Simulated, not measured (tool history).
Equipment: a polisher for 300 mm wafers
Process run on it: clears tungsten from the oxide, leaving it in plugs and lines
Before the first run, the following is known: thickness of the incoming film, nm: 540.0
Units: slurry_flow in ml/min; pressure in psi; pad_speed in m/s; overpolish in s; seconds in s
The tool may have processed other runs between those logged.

run 1 hour=0.0 | slurry_flow=305 pressure=3.8 pad_speed=0.82 slurry_solids=1.0 overpolish=15 | seconds=131.48
run 2 hour=7.6 | slurry_flow=260 pressure=3.8 pad_speed=0.82 slurry_solids=1.0 overpolish=15 | seconds=138.63
run 3 hour=15.9 | slurry_flow=260 pressure=4.6 pad_speed=0.82 slurry_solids=1.0 overpolish=15 | seconds=108.34
run 4 hour=21.9 | slurry_flow=260 pressure=4.2 pad_speed=0.82 slurry_solids=1.0 overpolish=15 | seconds=121.68
run 5 hour=27.0 | slurry_flow=260 pressure=4.2 pad_speed=0.70 slurry_solids=1.0 overpolish=15 | seconds=140.52
run 6 hour=29.0 | slurry_flow=260 pressure=4.0 pad_speed=0.70 slurry_solids=1.0 overpolish=15 | seconds=146.87

Expected results for the next run?
run 7 hour=34.6 | slurry_flow=260 pressure=4.0 pad_speed=0.70 slurry_solids=1.0 overpolish=15 | seconds=?

seconds: 147.62 s
